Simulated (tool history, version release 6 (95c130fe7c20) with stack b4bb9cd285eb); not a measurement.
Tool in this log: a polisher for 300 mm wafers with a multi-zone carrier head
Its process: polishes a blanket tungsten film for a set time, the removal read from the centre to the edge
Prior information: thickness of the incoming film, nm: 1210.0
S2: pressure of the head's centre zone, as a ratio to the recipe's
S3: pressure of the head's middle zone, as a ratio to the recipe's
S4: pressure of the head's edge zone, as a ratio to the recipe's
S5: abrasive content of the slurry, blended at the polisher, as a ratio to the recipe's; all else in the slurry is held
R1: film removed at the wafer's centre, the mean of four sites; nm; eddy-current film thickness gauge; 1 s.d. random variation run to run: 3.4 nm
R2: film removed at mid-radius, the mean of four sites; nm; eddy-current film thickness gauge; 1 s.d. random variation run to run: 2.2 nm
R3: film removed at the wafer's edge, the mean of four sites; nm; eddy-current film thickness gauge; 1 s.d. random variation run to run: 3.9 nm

run 1 hour=0.0 | flow_of_slurry_(ml/min)=125 S2=1.00 S3=1.00 S4=1.00 S5=1.00 polishing_time_(s)=57 | R1=252.95 R2=259.24 R3=261.91
run 2 hour=1.5 | flow_of_slurry_(ml/min)=125 S2=1.00 S3=1.00 S4=0.91 S5=1.00 polishing_time_(s)=57 | R1=248.09 R2=260.00 R3=243.74
run 3 hour=9.6 | flow_of_slurry_(ml/min)=140 S2=1.02 S3=1.02 S4=0.93 S5=1.00 polishing_time_(s)=57 | R1=262.41 R2=265.59 R3=252.80
run 4 hour=16.1 | flow_of_slurry_(ml/min)=140 S2=1.02 S3=1.02 S4=0.93 S5=1.00 polishing_time_(s)=51 | R1=233.35 R2=239.82 R3=230.96
run 5 hour=21.6 | flow_of_slurry_(ml/min)=150 S2=1.04 S3=1.05 S4=0.94 S5=1.10 polishing_time_(s)=51 | R1=250.55 R2=253.35 R3=238.19
run 6 hour=27.9 | flow_of_slurry_(ml/min)=180 S2=1.04 S3=1.05 S4=0.94 S5=1.10 polishing_time_(s)=51 | R1=259.60 R2=262.78 R3=240.08
run 7 hour=35.9 | flow_of_slurry_(ml/min)=180 S2=1.06 S3=1.07 S4=0.96 S5=1.15 polishing_time_(s)=51 | R1=263.73 R2=270.97 R3=249.67

What will run 8 give?
run 8 hour=38.3 | flow_of_slurry_(ml/min)=180 S2=1.08 S3=1.08 S4=0.96 S5=1.20 polishing_time_(s)=51 | R1=? R2=? R3=?

For run 8 the tool returned R1 273.54 nm, R2 277.27 nm, R3 246.44 nm.
